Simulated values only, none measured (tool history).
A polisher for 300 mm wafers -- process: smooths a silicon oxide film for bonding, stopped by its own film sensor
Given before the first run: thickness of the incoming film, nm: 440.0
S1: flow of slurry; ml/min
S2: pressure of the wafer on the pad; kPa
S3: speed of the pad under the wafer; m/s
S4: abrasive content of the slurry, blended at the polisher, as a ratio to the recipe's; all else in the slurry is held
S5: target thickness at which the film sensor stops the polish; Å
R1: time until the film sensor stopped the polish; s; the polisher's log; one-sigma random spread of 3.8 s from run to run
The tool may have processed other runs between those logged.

run 1 hour=0 | S1=125 S2=12.4 S3=1.12 S4=1 S5=3860 | R1=119.61
run 2 hour=2.6 | S1=125 S2=10.3 S3=1.06 S4=1 S5=3860 | R1=145.74
run 3 hour=5.2 | S1=125 S2=9 S3=1.02 S4=1 S5=3860 | R1=170.43
run 4 hour=9.5 | S1=125 S2=7.6 S3=1 S4=1 S5=3860 | R1=198.48
run 5 hour=10.4 | S1=125 S2=6.9 S3=1 S4=1 S5=3860 | R1=218.13
-- hour=13 slurry blender recalibrated
run 6 hour=13 | S1=125 S2=5.5 S3=1 S4=1 S5=3860 | R1=213.24
run 7 hour=16.2 | S1=125 S2=5.5 S3=0.98 S4=1 S5=3860 | R1=216.09

What does the tool deliver on the next run?
run 8 hour=20 | S1=125 S2=5.5 S3=0.98 S4=1 S5=3860 | R1=?

R1: 208.97 s
